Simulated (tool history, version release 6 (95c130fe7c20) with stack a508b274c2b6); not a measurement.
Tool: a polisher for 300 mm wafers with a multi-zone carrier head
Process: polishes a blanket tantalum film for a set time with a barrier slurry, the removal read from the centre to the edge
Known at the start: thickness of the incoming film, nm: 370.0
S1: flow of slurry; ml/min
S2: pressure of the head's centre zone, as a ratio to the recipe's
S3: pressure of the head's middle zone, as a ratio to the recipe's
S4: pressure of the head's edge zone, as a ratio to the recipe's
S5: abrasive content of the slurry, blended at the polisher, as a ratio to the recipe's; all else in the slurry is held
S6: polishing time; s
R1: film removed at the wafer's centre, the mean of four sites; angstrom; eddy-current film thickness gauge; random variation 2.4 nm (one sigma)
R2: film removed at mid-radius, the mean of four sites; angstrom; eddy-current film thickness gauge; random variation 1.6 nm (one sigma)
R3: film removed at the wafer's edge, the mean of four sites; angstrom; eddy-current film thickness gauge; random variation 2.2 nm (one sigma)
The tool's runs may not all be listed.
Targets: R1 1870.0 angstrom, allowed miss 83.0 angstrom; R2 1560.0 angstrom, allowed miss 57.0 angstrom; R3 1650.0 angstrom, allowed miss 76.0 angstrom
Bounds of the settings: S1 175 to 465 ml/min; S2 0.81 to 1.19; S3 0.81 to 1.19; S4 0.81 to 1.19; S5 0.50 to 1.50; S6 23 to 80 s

run,day,S1,S2,S3,S4,S5,S6,R1,R2,R3
1,0.000,295,1.00,1.00,1.00,1.00,51,1085.5,1118.0,1072.4
2,0.179,300,1.03,0.99,1.02,1.10,53,1233.3,1160.3,1202.8
3,0.421,305,1.05,1.02,1.03,1.15,54,1279.3,1231.3,1237.7
4,0.625,305,1.05,1.02,1.03,1.05,54,1253.1,1211.9,1228.3
5,0.646,310,1.07,1.03,1.03,1.10,55,1333.1,1265.5,1253.8
6,0.971,370,1.07,1.03,1.03,1.10,55,1346.6,1283.1,1233.3
7,1.138,365,1.09,1.03,1.04,1.15,56,1411.6,1317.1,1282.7
8,1.179,360,1.10,1.03,1.05,1.20,57,1423.5,1351.1,1304.0

4 next moves are on the table. One of them brings every result within its allowed miss. Which?
A,1.221,260,1.01,0.91,1.19,1.20,77,?,?,?
B,1.221,385,1.11,1.13,1.08,1.10,64,?,?,?
C,1.221,330,0.98,1.06,1.09,1.25,48,?,?,?
D,1.221,380,1.16,0.96,1.05,1.25,69,?,?,?

move,R1,R2,R3
A,1735.3,1579.5,1907.4
B,1609.6,1591.9,1508.4
C,1082.7,1151.9,1161.5
D,1863.8,1536.9,1653.8
A: nearer than the last run, and not there yet
B: nearer than the last run, and not there yet
C: further off than the last run
D: meets every target
Move D is the one to make.
